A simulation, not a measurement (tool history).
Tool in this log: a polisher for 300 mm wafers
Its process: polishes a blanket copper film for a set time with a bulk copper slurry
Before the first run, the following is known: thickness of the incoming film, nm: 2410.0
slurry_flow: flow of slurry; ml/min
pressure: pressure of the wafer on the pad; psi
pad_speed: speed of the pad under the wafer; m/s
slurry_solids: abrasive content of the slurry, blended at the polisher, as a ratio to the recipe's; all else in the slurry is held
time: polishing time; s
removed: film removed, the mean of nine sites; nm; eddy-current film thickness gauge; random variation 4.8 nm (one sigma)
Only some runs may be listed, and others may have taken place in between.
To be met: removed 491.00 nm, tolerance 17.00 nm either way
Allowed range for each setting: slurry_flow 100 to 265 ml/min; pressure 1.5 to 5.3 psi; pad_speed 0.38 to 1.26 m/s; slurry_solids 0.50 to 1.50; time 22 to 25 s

Run 1, day 0.000: slurry_flow 170 ml/min, pressure 3.4 psi, pad_speed 0.82 m/s, slurry_solids 1.00, time 25 s. Result: removed 260.35 nm.
Run 2, day 0.225: slurry_flow 175 ml/min, pressure 3.8 psi, pad_speed 0.82 m/s, slurry_solids 1.00, time 25 s. Result: removed 294.94 nm.
Run 3, day 0.392: slurry_flow 180 ml/min, pressure 4.1 psi, pad_speed 0.82 m/s, slurry_solids 1.00, time 25 s. Result: removed 317.32 nm.
Run 4, day 0.475: slurry_flow 180 ml/min, pressure 4.3 psi, pad_speed 0.84 m/s, slurry_solids 1.00, time 25 s. Result: removed 340.57 nm.
Run 5, day 0.608: slurry_flow 180 ml/min, pressure 4.5 psi, pad_speed 0.86 m/s, slurry_solids 1.00, time 25 s. Result: removed 365.64 nm.
Run 6, day 0.871: slurry_flow 185 ml/min, pressure 4.7 psi, pad_speed 0.88 m/s, slurry_solids 1.00, time 25 s. Result: removed 389.38 nm.
Run 7, day 0.896: slurry_flow 185 ml/min, pressure 4.8 psi, pad_speed 0.90 m/s, slurry_solids 1.00, time 25 s. Result: removed 399.14 nm.
Run 8, day 0.950: slurry_flow 185 ml/min, pressure 4.9 psi, pad_speed 0.92 m/s, slurry_solids 1.00, time 25 s. Result: removed 418.40 nm.
Run 9, day 1.296: slurry_flow 185 ml/min, pressure 5.0 psi, pad_speed 0.94 m/s, slurry_solids 1.00, time 25 s. Result: removed 431.83 nm.
Run 10, day 1.329: slurry_flow 190 ml/min, pressure 5.1 psi, pad_speed 0.96 m/s, slurry_solids 1.00, time 25 s. Result: removed 440.05 nm.
At day 1.688: slurry blender recalibrated.
Run 11, day 1.688: slurry_flow 190 ml/min, pressure 5.3 psi, pad_speed 1.02 m/s, slurry_solids 1.00, time 25 s. Result: removed 509.70 nm.

5 candidate next runs follow, results not yet known. Just one meets every target within its allowed miss. Identify it.
Run A, day 2.046: slurry_flow 175 ml/min, pressure 5.0 psi, pad_speed 1.16 m/s, slurry_solids 1.10, time 25 s. Result: removed ?.
Run B, day 2.046: slurry_flow 210 ml/min, pressure 5.0 psi, pad_speed 1.02 m/s, slurry_solids 0.90, time 23 s. Result: removed ?.
Run C, day 2.046: slurry_flow 175 ml/min, pressure 5.3 psi, pad_speed 1.10 m/s, slurry_solids 0.95, time 25 s. Result: removed ?.
Run D, day 2.046: slurry_flow 180 ml/min, pressure 5.3 psi, pad_speed 1.06 m/s, slurry_solids 0.90, time 24 s. Result: removed ?.
Run E, day 2.046: slurry_flow 220 ml/min, pressure 5.3 psi, pad_speed 0.90 m/s, slurry_solids 0.95, time 24 s. Result: removed ?.

move  removed
   A   538.54
   B   444.61
   C   533.97
   D   495.66
   E   450.18
A: lands further from the targets than the last run did
B: takes the biggest miss from the last run beyond its target
C: lands further from the targets than the last run did
D: all results land within tolerance of their targets
E: takes the biggest miss from the last run beyond its target
Correct choice: D, which meets every target
